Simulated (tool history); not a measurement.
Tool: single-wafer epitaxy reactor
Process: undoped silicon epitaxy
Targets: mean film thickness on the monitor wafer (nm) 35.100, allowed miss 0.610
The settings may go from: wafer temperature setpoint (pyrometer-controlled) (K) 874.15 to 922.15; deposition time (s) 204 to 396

| run | hour | wafer temperature setpoint (pyrometer-controlled) (K) | deposition time (s) | mean film thickness on the monitor wafer (nm) |
|---|---|---|---|---|
| 1 | 0.0 | 898.15 | 300 | 31.052 |
| 2 | 6.6 | 891.15 | 300 | 26.960 |
| 3 | 13.1 | 893.15 | 300 | 28.042 |
| 4 | 19.0 | 895.15 | 300 | 29.273 |
| 5 | 25.0 | 899.15 | 300 | 31.696 |
| 6 | 31.5 | 900.15 | 300 | 32.274 |
| 7 | 33.8 | 901.15 | 300 | 33.003 |
| 8 | 40.8 | 901.15 | 300 | 33.119 |
| 9 | 44.0 | 903.15 | 300 | 34.332 |

5 next moves are on the table. One of them brings every result within its allowed miss. Which?
| A | 47.2 | 911.15 | 249 | ? |
| B | 47.2 | 903.15 | 298 | ? |
| C | 47.2 | 903.15 | 292 | ? |
| D | 47.2 | 910.15 | 253 | ? |
| E | 47.2 | 907.15 | 281 | ? |

| move | mean film thickness on the monitor wafer (nm) |
|---|---|
| A | 33.306 |
| B | 33.993 |
| C | 33.308 |
| D | 33.178 |
| E | 34.720 |
A: further off than the last run
B: further off than the last run
C: further off than the last run
D: further off than the last run
E: meets every target
Answer: E
